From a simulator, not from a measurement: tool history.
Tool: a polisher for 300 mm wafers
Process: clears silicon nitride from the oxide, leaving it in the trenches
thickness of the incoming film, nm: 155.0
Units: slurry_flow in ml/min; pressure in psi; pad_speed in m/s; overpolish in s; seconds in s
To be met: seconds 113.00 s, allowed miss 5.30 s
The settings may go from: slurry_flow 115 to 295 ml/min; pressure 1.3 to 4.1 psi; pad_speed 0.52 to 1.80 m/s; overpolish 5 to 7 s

Run 1, hour 0.0: slurry_flow 190 ml/min, pressure 2.7 psi, pad_speed 1.16 m/s, overpolish 7 s. Result: seconds 171.18 s.
Run 2, hour 8.9: slurry_flow 190 ml/min, pressure 2.9 psi, pad_speed 1.16 m/s, overpolish 7 s. Result: seconds 159.52 s.
Run 3, hour 16.5: slurry_flow 190 ml/min, pressure 2.6 psi, pad_speed 1.16 m/s, overpolish 7 s. Result: seconds 177.34 s.
Run 4, hour 19.9: slurry_flow 190 ml/min, pressure 2.8 psi, pad_speed 1.16 m/s, overpolish 7 s. Result: seconds 167.65 s.
Run 5, hour 25.7: slurry_flow 190 ml/min, pressure 2.8 psi, pad_speed 1.16 m/s, overpolish 5 s. Result: seconds 165.04 s.
Run 6, hour 31.2: slurry_flow 190 ml/min, pressure 3.0 psi, pad_speed 1.16 m/s, overpolish 5 s. Result: seconds 153.42 s.
Run 7, hour 32.5: slurry_flow 190 ml/min, pressure 3.2 psi, pad_speed 1.16 m/s, overpolish 5 s. Result: seconds 143.35 s.
Run 8, hour 39.2: slurry_flow 190 ml/min, pressure 3.3 psi, pad_speed 1.16 m/s, overpolish 5 s. Result: seconds 138.82 s.
Run 9, hour 41.9: slurry_flow 190 ml/min, pressure 3.4 psi, pad_speed 1.16 m/s, overpolish 5 s. Result: seconds 134.29 s.
Run 10, hour 48.0: slurry_flow 190 ml/min, pressure 3.5 psi, pad_speed 1.16 m/s, overpolish 5 s. Result: seconds 131.45 s.
At hour 51.3: head pressure recalibrated.
Run 11, hour 51.3: slurry_flow 190 ml/min, pressure 3.6 psi, pad_speed 1.16 m/s, overpolish 5 s. Result: seconds 132.56 s.
Run 12, hour 53.1: slurry_flow 190 ml/min, pressure 3.7 psi, pad_speed 1.16 m/s, overpolish 5 s. Result: seconds 132.62 s.
Run 13, hour 59.2: slurry_flow 190 ml/min, pressure 3.7 psi, pad_speed 1.16 m/s, overpolish 5 s. Result: seconds 131.07 s.
Run 14, hour 61.7: slurry_flow 190 ml/min, pressure 3.8 psi, pad_speed 1.18 m/s, overpolish 5 s. Result: seconds 131.44 s.

Which of these 5 next moves meets every target?
Run A, hour 64.2: slurry_flow 170 ml/min, pressure 3.5 psi, pad_speed 1.80 m/s, overpolish 5 s. Result: seconds ?.
Run B, hour 64.2: slurry_flow 180 ml/min, pressure 3.9 psi, pad_speed 1.32 m/s, overpolish 6 s. Result: seconds ?.
Run C, hour 64.2: slurry_flow 120 ml/min, pressure 3.5 psi, pad_speed 1.20 m/s, overpolish 7 s. Result: seconds ?.
Run D, hour 64.2: slurry_flow 210 ml/min, pressure 4.1 psi, pad_speed 1.44 m/s, overpolish 5 s. Result: seconds ?.
Run E, hour 64.2: slurry_flow 225 ml/min, pressure 4.1 psi, pad_speed 1.36 m/s, overpolish 5 s. Result: seconds ?.

move  seconds
   A    99.96
   B   116.02
   C   150.34
   D   100.55
   E   104.58
A: takes the result that was furthest off past its target
B: meets every target
C: further off than the last run
D: takes the result that was furthest off past its target
E: takes the result that was furthest off past its target
Move B is the one to make.
